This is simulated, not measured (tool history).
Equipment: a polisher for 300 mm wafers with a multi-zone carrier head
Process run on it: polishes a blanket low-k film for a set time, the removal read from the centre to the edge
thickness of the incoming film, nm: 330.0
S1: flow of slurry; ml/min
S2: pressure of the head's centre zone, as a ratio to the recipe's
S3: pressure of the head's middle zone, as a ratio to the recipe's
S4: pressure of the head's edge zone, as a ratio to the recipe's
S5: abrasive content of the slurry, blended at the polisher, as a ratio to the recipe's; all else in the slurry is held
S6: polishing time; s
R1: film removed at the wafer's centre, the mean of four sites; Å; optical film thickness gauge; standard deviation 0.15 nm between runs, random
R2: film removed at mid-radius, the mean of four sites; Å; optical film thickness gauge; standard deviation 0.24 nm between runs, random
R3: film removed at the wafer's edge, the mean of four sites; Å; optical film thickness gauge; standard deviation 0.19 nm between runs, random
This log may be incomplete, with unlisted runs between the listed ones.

run	hour	S1	S2	S3	S4	S5	S6	R1	R2	R3
1	0.0	315	1.00	1.00	1.00	1.00	56	141.27	145.05	144.79
2	8.6	315	1.00	1.00	0.97	1.00	56	141.70	141.32	144.19
3	15.3	310	0.98	1.01	1.02	1.15	60	160.61	165.06	170.04
4	16.7	315	0.97	1.05	1.06	1.25	61	169.78	180.94	182.66
5	21.9	315	0.97	1.05	1.06	1.10	61	159.27	167.91	172.04
6	28.3	315	0.97	1.13	1.06	1.10	61	158.44	182.75	169.40
7	34.4	315	0.96	1.14	1.09	1.25	62	167.91	196.48	189.85
8	38.4	325	0.97	1.16	1.11	1.35	63	179.24	210.13	199.33

For run 9, what comes out?
9	44.1	325	0.97	1.16	1.13	1.40	64	?	?	?

Run 9 came out at R1 184.10 Å, R2 212.45 Å, R3 208.47 Å.
